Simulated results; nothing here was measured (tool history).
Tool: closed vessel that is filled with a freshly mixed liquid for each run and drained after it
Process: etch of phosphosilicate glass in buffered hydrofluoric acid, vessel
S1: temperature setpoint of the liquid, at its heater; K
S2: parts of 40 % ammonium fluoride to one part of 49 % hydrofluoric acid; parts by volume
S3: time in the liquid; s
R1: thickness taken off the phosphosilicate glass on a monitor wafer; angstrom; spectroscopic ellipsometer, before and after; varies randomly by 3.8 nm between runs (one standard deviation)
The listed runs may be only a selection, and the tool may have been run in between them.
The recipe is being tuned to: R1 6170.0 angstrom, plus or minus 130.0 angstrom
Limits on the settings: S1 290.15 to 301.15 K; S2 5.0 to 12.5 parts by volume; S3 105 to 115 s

run 1 hour=0.0 | S1=293.15 S2=7.5 S3=105 | R1=5742.8
run 2 hour=5.1 | S1=293.15 S2=6.5 S3=105 | R1=6763.4
run 3 hour=10.9 | S1=292.65 S2=6.5 S3=105 | R1=6484.4
run 4 hour=18.1 | S1=292.65 S2=6.5 S3=115 | R1=7112.0
run 5 hour=21.9 | S1=292.15 S2=6.5 S3=115 | R1=6885.4
run 6 hour=25.3 | S1=291.65 S2=6.5 S3=115 | R1=6709.8
run 7 hour=32.1 | S1=291.15 S2=6.5 S3=115 | R1=6547.3
-- hour=33.8 thermometer replaced
run 8 hour=33.8 | S1=290.65 S2=6.5 S3=115 | R1=5729.3
run 9 hour=34.9 | S1=291.15 S2=6.5 S3=115 | R1=5910.9
run 10 hour=42.9 | S1=292.15 S2=6.5 S3=115 | R1=6322.4

Which single option among these 5 for the next run brings every result within its allowed miss of target? Just one does.
run A hour=50.9 | S1=291.65 S2=6.0 S3=115 | R1=?
run B hour=50.9 | S1=297.15 S2=8.0 S3=115 | R1=?
run C hour=50.9 | S1=292.65 S2=6.5 S3=115 | R1=?
run D hour=50.9 | S1=290.15 S2=5.5 S3=115 | R1=?
run E hour=50.9 | S1=294.15 S2=7.5 S3=115 | R1=?

move=A R1=6607.9
move=B R1=6788.7
move=C R1=6522.0
move=D R1=6534.1
move=E R1=6172.0
A: moves away from the targets compared with the last run
B: moves away from the targets compared with the last run
C: moves away from the targets compared with the last run
D: moves away from the targets compared with the last run
E: every result lands within tolerance
Answer: E
